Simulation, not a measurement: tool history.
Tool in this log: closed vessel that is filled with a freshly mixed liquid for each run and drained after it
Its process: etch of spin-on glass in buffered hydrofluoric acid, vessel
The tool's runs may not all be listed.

run	hour	temperature setpoint of the liquid (K)	parts of 40 % ammonium fluoride to one part of 49 % hydrofluoric acid (parts by volume)	time in the liquid (s)	thickness taken off the spin-on glass on a monitor wafer (Å)
1	0.0	295.15	13.0	100	2128.4
2	4.4	292.65	13.0	100	1862.2
3	12.0	295.65	12.0	100	2371.2
4	16.6	295.65	12.0	110	2604.6
5	23.3	295.65	9.5	110	3201.9
6	27.6	295.65	6.5	110	4652.2
7	30.2	294.65	6.5	110	4407.2

For run 8, what comes out?
8	33.0	294.15	6.5	110	?

thickness taken off the spin-on glass on a monitor wafer (Å): 4283.4

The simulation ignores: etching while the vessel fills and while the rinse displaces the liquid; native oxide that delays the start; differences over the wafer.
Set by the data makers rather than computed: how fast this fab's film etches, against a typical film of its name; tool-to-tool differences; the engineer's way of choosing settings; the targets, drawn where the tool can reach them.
